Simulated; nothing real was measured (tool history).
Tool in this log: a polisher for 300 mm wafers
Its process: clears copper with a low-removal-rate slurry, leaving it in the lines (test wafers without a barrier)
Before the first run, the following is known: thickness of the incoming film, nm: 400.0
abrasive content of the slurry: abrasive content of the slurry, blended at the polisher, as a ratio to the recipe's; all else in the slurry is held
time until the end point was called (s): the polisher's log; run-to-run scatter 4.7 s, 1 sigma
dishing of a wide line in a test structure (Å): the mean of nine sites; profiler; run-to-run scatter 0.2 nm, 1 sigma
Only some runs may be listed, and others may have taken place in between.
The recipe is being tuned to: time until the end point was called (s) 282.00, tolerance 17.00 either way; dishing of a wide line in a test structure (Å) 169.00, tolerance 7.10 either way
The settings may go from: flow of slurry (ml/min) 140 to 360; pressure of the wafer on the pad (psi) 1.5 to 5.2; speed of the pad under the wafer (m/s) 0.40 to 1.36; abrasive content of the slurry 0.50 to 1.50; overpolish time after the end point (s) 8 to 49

run,hour,flow of slurry (ml/min),pressure of the wafer on the pad (psi),speed of the pad under the wafer (m/s),abrasive content of the slurry,overpolish time after the end point (s),time until the end point was called (s),dishing of a wide line in a test structure (Å)
1,0.0,230,3.3,0.88,1.00,25,139.73,373.44
2,8.8,190,3.3,0.88,1.00,25,140.58,366.84
3,14.9,190,4.0,0.88,1.00,25,120.18,420.44
4,17.1,190,3.5,0.80,1.00,23,152.83,332.82
5,18.3,190,3.1,0.76,1.00,21,172.07,278.10
6,22.0,190,2.7,0.72,1.00,20,211.77,230.13
7,29.2,190,2.7,0.72,1.00,20,201.86,229.04
8,33.0,190,2.4,0.72,1.00,20,234.54,216.21
9,35.0,190,2.3,0.72,1.00,19,242.10,198.12
10,36.1,190,1.7,0.72,1.00,18,304.39,149.83
11,36.9,190,1.8,0.72,1.00,18,287.72,156.77

Which single option among these 4 for the next run brings every result within its allowed miss of target? Just one does.
A,37.7,225,1.9,0.72,1.00,16,?,?
B,37.7,245,1.5,0.74,1.05,21,?,?
C,37.7,140,2.3,0.56,0.80,24,?,?
D,37.7,230,1.5,0.84,0.95,19,?,?

move,time until the end point was called (s),dishing of a wide line in a test structure (Å)
A,274.36,150.28
B,314.82,168.28
C,330.63,183.00
D,286.87,167.25
A: further off than the last run
B: meets the target for the result that was furthest off, but another lies outside its allowed miss
C: takes the biggest miss from the last run beyond its target
D: every result lands within tolerance
Move D is the one to make.
